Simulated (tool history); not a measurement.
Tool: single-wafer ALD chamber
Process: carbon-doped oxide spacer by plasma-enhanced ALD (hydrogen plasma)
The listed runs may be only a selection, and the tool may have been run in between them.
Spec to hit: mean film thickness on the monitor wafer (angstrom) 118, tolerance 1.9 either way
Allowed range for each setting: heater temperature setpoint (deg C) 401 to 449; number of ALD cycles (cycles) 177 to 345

run	hour	heater temperature setpoint (deg C)	number of ALD cycles (cycles)	mean film thickness on the monitor wafer (angstrom)
1	0	425	261	127.21
2	4.6	434	261	124.69
3	8.6	435	259	121.54
4	11.2	436	259	123.07
5	16.4	436	294	138.08
6	22.6	436	264	125.38
7	26.7	437	261	123.46
8	34	438	259	120.94

Below are 5 possible settings for the next run. Only one of them brings all results inside the allowed miss of their targets. Which is it?
A	41.3	443	266	?
B	41.3	445	257	?
C	41.3	448	270	?
D	41.3	446	266	?
E	41.3	449	267	?

move	mean film thickness on the monitor wafer (angstrom)
A	124.43
B	119.5
C	124.4
D	123.31
E	122.65
A: misses by more than the last run did
B: every result within its allowed miss
C: misses by more than the last run did
D: misses by more than the last run did
E: misses by more than the last run did
Correct choice: B, which meets every target
